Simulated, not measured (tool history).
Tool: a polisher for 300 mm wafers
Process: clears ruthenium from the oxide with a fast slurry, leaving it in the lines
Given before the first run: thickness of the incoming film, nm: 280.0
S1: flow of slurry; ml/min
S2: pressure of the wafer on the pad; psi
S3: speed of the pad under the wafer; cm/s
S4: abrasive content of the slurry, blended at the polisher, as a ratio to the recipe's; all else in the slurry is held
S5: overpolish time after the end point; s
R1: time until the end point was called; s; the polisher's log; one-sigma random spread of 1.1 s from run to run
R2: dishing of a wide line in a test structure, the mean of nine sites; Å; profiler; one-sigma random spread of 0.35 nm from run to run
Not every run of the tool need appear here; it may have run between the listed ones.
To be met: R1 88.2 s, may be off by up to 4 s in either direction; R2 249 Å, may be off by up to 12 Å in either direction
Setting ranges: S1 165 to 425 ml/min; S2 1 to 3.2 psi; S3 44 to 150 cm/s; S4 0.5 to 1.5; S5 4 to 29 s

| run | hour | S1 | S2 | S3 | S4 | S5 | R1 | R2 |
|---|---|---|---|---|---|---|---|---|
| 1 | 0 | 275 | 2.1 | 96 | 1 | 15 | 86.183 | 412.41 |
| 2 | 8.7 | 275 | 2.1 | 96 | 1 | 13 | 87.495 | 356.77 |
| 3 | 16.8 | 240 | 2.1 | 96 | 1 | 13 | 87.065 | 347.06 |
| 4 | 24.8 | 240 | 2.1 | 110 | 1 | 13 | 77.888 | 392.04 |
| 5 | 31.1 | 240 | 2.1 | 110 | 1 | 8 | 77.052 | 252.81 |
| 6 | 33.3 | 240 | 2 | 110 | 1 | 8 | 79.664 | 238.07 |
| 7 | 36.8 | 240 | 2 | 110 | 1 | 8 | 79.152 | 241.7 |
| 8 | 38.9 | 240 | 1.9 | 110 | 1 | 8 | 81.771 | 236.41 |

Which of these 4 next moves meets every target?
| A | 41 | 290 | 1.5 | 134 | 1.05 | 8 | ? | ? |
| B | 41 | 350 | 1.7 | 118 | 1.1 | 8 | ? | ? |
| C | 41 | 250 | 2.5 | 80 | 1.05 | 9 | ? | ? |
| D | 41 | 230 | 2 | 92 | 1.1 | 8 | ? | ? |

| move | R1 | R2 |
|---|---|---|
| A | 78.591 | 246.58 |
| B | 77.535 | 249.77 |
| C | 87.627 | 248.68 |
| D | 89.869 | 216.94 |
A: its largest miss is bigger than the last run's
B: its largest miss is bigger than the last run's
C: meets every target
D: corrects the largest miss of the last run, while another result sits out of spec
C meets every target.
